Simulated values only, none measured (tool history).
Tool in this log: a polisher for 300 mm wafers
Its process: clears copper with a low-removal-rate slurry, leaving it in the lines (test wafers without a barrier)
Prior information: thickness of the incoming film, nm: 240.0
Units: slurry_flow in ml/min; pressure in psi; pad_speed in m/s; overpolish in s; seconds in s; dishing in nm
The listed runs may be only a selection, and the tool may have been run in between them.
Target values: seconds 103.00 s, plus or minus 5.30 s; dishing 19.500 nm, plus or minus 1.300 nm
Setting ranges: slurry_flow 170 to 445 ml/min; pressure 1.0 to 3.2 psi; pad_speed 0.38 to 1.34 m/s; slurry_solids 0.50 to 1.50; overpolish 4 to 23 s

| run | day | slurry_flow | pressure | pad_speed | slurry_solids | overpolish | seconds | dishing |
|---|---|---|---|---|---|---|---|---|
| 1 | 0.000 | 285 | 2.1 | 0.86 | 1.00 | 12 | 128.09 | 14.344 |
| 2 | 0.179 | 315 | 2.1 | 0.86 | 1.00 | 12 | 128.36 | 15.462 |
| 3 | 0.404 | 315 | 2.1 | 0.98 | 1.00 | 12 | 110.14 | 17.049 |
| 4 | 0.679 | 325 | 2.1 | 0.98 | 1.00 | 12 | 113.90 | 16.980 |
| 5 | 0.733 | 325 | 2.1 | 0.98 | 1.00 | 16 | 114.01 | 21.852 |
| 6 | 1.075 | 325 | 2.1 | 0.82 | 1.00 | 16 | 131.13 | 18.300 |
| 7 | 1.150 | 325 | 2.3 | 0.82 | 1.00 | 15 | 125.97 | 18.834 |
| 8 | 1.375 | 325 | 2.4 | 0.84 | 1.00 | 14 | 117.52 | 18.826 |

Exercise: of the 5 proposed moves below, exactly one satisfies all targets within the stated allowed misses. Which move is it?
| A | 1.600 | 330 | 2.5 | 0.90 | 1.20 | 11 | ? | ? |
| B | 1.600 | 340 | 2.7 | 0.90 | 0.90 | 13 | ? | ? |
| C | 1.600 | 295 | 2.5 | 0.82 | 0.90 | 18 | ? | ? |
| D | 1.600 | 315 | 1.9 | 0.76 | 1.25 | 14 | ? | ? |
| E | 1.600 | 360 | 3.2 | 0.54 | 1.05 | 14 | ? | ? |

| move | seconds | dishing |
|---|---|---|
| A | 101.23 | 17.262 |
| B | 101.07 | 19.914 |
| C | 119.42 | 22.563 |
| D | 147.64 | 15.248 |
| E | 137.80 | 16.411 |
A: meets the target for the result that was furthest off, but another lies outside its allowed miss
B: every result lands within tolerance
C: the biggest miss grows against the last run
D: the biggest miss grows against the last run
E: the biggest miss grows against the last run
Move B is the one to make.
